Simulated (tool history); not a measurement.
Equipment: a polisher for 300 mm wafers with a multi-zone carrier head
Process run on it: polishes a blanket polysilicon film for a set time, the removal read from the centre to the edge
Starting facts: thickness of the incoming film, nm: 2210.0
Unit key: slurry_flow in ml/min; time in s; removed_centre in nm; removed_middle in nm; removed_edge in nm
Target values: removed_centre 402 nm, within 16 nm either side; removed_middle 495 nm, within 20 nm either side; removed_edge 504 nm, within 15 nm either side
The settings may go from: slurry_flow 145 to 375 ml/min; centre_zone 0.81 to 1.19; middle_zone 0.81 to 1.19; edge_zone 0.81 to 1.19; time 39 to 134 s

| run | day | slurry_flow | centre_zone | middle_zone | edge_zone | time | removed_centre | removed_middle | removed_edge |
|---|---|---|---|---|---|---|---|---|---|
| 1 | 0 | 240 | 1 | 1 | 1 | 86 | 471.27 | 475.42 | 483.38 |
| 2 | 0.258 | 235 | 0.98 | 1 | 1.01 | 86 | 470.9 | 483.02 | 476.39 |
| 3 | 0.488 | 250 | 0.96 | 1 | 1.03 | 85 | 449.77 | 477.43 | 483.15 |
| 4 | 0.629 | 250 | 0.96 | 1 | 1.03 | 94 | 503.03 | 532.61 | 540.6 |
| 5 | 0.688 | 250 | 0.96 | 0.95 | 1.03 | 94 | 511.11 | 513.61 | 539.85 |
| 6 | 0.946 | 250 | 0.89 | 0.95 | 1.03 | 94 | 472.59 | 510.53 | 531.29 |
| 7 | 1.258 | 245 | 0.88 | 0.95 | 1.04 | 93 | 455.08 | 508.44 | 538.64 |
| 8 | 1.492 | 240 | 0.87 | 0.95 | 1.03 | 93 | 460.42 | 498.2 | 533.71 |
| 9 | 1.771 | 240 | 0.87 | 0.95 | 1.03 | 93 | 447.34 | 505.42 | 535.46 |
| 10 | 1.962 | 240 | 0.86 | 0.95 | 1.02 | 93 | 452.8 | 500.21 | 537.19 |
| 11 | 2.004 | 200 | 0.81 | 1.04 | 1.02 | 87 | 388.57 | 498.21 | 489.58 |

Consider the 5 candidate settings below. Which is the only one whose results all fall within their allowed miss of target?
| A | 2.046 | 170 | 0.81 | 0.93 | 1.06 | 90 | ? | ? | ? |
| B | 2.046 | 190 | 0.83 | 1.09 | 1.03 | 84 | ? | ? | ? |
| C | 2.046 | 155 | 0.92 | 1.18 | 1.06 | 87 | ? | ? | ? |
| D | 2.046 | 315 | 0.81 | 0.99 | 1.02 | 86 | ? | ? | ? |
| E | 2.046 | 235 | 0.86 | 1.08 | 1 | 83 | ? | ? | ? |

| move | removed_centre | removed_middle | removed_edge |
|---|---|---|---|
| A | 379.59 | 457.62 | 499.79 |
| B | 372.1 | 483.04 | 466.31 |
| C | 408.57 | 506.14 | 475.02 |
| D | 400.22 | 496.95 | 500.33 |
| E | 395.37 | 490.35 | 465.6 |
A: brings the result that was furthest off to its target, and leaves another outside
B: lands further from the targets than the last run did
C: lands further from the targets than the last run did
D: every result lands within tolerance
E: lands further from the targets than the last run did
Correct choice: D, which meets every target
